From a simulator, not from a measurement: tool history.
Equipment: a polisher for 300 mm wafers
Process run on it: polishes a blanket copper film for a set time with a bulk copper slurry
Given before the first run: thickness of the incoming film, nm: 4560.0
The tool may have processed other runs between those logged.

run  hour  flow of slurry (ml/min)  pressure of the wafer on the pad (kPa)  speed of the pad under the wafer (m/s)  abrasive content of the slurry  polishing time (s)  film removed (angstrom)
  1   0.0                      180                                    23.4                                    1.04                             1.0                  81                    10830
  2   1.9                      165                                    23.4                                    1.04                             1.0                  81                    10932
  3   4.1                      165                                    25.5                                    1.04                             1.0                  81                    11502
  4  11.9                      165                                    27.6                                    1.06                             1.0                  81                    12854
  5  14.9                      165                                    29.0                                    1.06                             1.0                  81                    13282
  6  19.8                      165                                    29.0                                    1.06                             1.1                  81                    13522
  7  27.1                      165                                    30.3                                    1.06                             1.1                  81                    14393
  8  29.4                      165                                    31.0                                    1.06                             1.1                  81                    14991

Run 9, settings as shown, results not yet in. Your forecast:
  9  30.0                      165                                    31.7                                    1.06                             1.1                  81                        ?

{"run 9": {"film removed (angstrom)": 15113}}
